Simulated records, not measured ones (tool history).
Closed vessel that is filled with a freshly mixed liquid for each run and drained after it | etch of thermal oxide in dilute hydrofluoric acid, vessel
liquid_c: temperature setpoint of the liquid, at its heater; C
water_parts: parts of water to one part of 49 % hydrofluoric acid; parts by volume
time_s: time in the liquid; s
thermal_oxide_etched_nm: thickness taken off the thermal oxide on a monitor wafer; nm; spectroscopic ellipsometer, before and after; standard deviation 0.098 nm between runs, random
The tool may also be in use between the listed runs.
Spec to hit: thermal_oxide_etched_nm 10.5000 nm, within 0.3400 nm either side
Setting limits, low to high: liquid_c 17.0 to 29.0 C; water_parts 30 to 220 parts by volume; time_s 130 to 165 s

run    day  liquid_c  water_parts  time_s  thermal_oxide_etched_nm
  1  0.000      21.0          125     165                   4.5493
  2  0.288      22.5          110     165                   5.4748
  3  0.538      20.0          110     165                   5.0414
  4  0.912      20.0          130     165                   4.1250
  5  1.096      20.0          130     165                   4.1473
  6  1.467      20.0          130     165                   4.1841
  7  1.812      22.0          115     165                   5.1863
  8  2.054      23.5          105     165                   6.0780
  9  2.175      24.5           95     165                   6.9133
 10  2.279      25.5           90     165                   7.8028
 11  2.462      29.0           75     165                  10.9910

Which of these 4 next moves meets every target?
  A  2.646      29.0           75     160                        ?
  B  2.646      28.0           80     165                        ?
  C  2.646      29.0           70     165                        ?
  D  2.646      29.0           85     165                        ?

move  thermal_oxide_etched_nm
   A                  10.7950
   B                   9.9690
   C                  12.0140
   D                   9.6834
A: in spec on every target
B: moves the result that the last run missed by most past its target, out the other side
C: further off than the last run
D: moves the result that the last run missed by most past its target, out the other side
A meets every target.
